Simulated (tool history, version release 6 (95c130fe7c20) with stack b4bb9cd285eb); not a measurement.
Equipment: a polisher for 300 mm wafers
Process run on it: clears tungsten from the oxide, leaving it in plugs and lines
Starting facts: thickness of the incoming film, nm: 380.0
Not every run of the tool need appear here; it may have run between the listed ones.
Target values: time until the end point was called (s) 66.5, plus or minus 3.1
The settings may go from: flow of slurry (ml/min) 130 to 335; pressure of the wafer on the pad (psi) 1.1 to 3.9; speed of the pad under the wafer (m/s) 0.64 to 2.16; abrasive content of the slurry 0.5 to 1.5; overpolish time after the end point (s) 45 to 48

run,hour,flow of slurry (ml/min),pressure of the wafer on the pad (psi),speed of the pad under the wafer (m/s),abrasive content of the slurry,overpolish time after the end point (s),time until the end point was called (s)
1,0,215,2.5,1.4,1,45,96.841
2,8.9,175,2.5,1.4,1,45,98.643
3,14.5,175,2.6,1.4,1,45,94.438
4,22.8,175,2.6,1.4,0.85,45,96.646
5,30.3,175,2.1,1.4,0.85,45,118.69
6,33.8,175,2.1,1.08,0.85,45,137.44
7,42.4,175,2.4,1.1,0.85,45,122.28
8,43.8,175,2.6,1.12,0.85,45,111.78
9,48.8,175,2.6,1.12,0.85,45,111.4
10,52.6,175,2.8,1.14,0.85,45,99.499
11,53.7,175,2.9,1.14,0.85,45,97.436
12,58.5,175,3.6,1.2,0.85,45,78.194
13,59.4,175,3.6,1.22,0.85,45,77.935
14,63.8,175,3.6,1.24,0.85,45,75.262
15,68.2,175,3.8,1.28,0.85,45,72.169
16,70.2,175,3.8,1.3,0.85,45,69.64

Of the 4 settings listed for the next run, only one would bring every result within its allowed miss of target. Which one?
A,72.2,180,3.7,1.44,1,47,?
B,72.2,225,3.8,1.5,1,48,?
C,72.2,250,3.9,1.08,0.7,48,?
D,72.2,165,3.9,1.64,0.7,45,?

move,time until the end point was called (s)
A,65.766
B,60.469
C,73.684
D,61.277
A: in spec on every target
B: takes the result that was furthest off past its target
C: further off than the last run
D: takes the result that was furthest off past its target
So the answer is move A, the one that meets all the targets.
